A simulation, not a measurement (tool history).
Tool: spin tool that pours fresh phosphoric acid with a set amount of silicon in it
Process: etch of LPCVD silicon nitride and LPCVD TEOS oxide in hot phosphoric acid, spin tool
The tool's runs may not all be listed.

| run | hour | temperature setpoint of the liquid (C) | silicon dissolved in the acid as it is poured (mg a litre) | time under the liquid (s) | thickness taken off the LPCVD silicon nitride on a monitor wafer (Å) | thickness taken off the LPCVD TEOS oxide on a monitor wafer (Å) |
|---|---|---|---|---|---|---|
| 1 | 0.0 | 160.0 | 16.5 | 80 | 74.573 | 3.1361 |
| 2 | 2.4 | 161.0 | 23.5 | 85 | 82.990 | 2.8339 |
| 3 | 4.0 | 161.0 | 23.5 | 55 | 53.762 | 1.6181 |
| 4 | 8.5 | 161.0 | 30.0 | 55 | 53.433 | 1.2477 |
| 5 | 11.9 | 162.0 | 31.5 | 65 | 64.955 | 1.9658 |
| 6 | 18.0 | 163.5 | 31.5 | 65 | 68.877 | 2.0665 |
| 7 | 25.1 | 163.5 | 33.5 | 75 | 79.336 | 1.4813 |

Run 8 is up next; what results do you expect?
| 8 | 32.5 | 164.0 | 31.5 | 80 | ? | ? |

Run 8 gave thickness taken off the LPCVD silicon nitride on a monitor wafer (Å) 85.884, thickness taken off the LPCVD TEOS oxide on a monitor wafer (Å) 1.8643.

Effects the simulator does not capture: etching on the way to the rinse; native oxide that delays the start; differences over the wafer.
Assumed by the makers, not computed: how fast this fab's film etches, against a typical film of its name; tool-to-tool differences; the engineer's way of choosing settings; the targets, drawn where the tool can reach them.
